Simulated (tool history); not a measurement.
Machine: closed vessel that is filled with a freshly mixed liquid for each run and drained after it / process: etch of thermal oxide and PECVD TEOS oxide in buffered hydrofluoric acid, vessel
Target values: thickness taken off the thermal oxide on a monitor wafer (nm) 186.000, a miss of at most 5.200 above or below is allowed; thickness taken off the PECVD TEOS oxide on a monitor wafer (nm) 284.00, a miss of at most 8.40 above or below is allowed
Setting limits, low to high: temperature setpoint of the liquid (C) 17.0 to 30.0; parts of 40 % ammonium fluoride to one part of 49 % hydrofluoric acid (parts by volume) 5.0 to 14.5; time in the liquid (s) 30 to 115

run,hour,temperature setpoint of the liquid (C),parts of 40 % ammonium fluoride to one part of 49 % hydrofluoric acid (parts by volume),time in the liquid (s),thickness taken off the thermal oxide on a monitor wafer (nm),thickness taken off the PECVD TEOS oxide on a monitor wafer (nm)
1,0.0,22.0,9.0,60,68.902,105.15
2,5.1,24.5,8.0,65,97.430,148.15
3,6.8,22.5,8.0,65,88.026,133.50
4,8.2,22.5,5.5,65,124.870,190.44
5,14.5,22.5,5.5,85,163.200,247.68
6,20.4,23.0,5.5,85,166.690,254.63
7,28.2,23.5,5.5,85,173.430,261.28
8,31.1,24.0,5.5,85,176.640,269.19

Which of these 4 next moves meets every target?
A,34.0,22.0,6.0,95,?,?
B,34.0,24.5,6.5,90,?,?
C,34.0,23.5,5.0,85,?,?
D,34.0,22.5,5.0,85,?,?

move,thickness taken off the thermal oxide on a monitor wafer (nm),thickness taken off the PECVD TEOS oxide on a monitor wafer (nm)
A,164.610,252.68
B,166.830,256.08
C,186.580,286.41
D,176.650,271.16
A: further off than the last run
B: further off than the last run
C: meets every target
D: about the same distance from the targets as the last run
Go with C: it meets all targets.
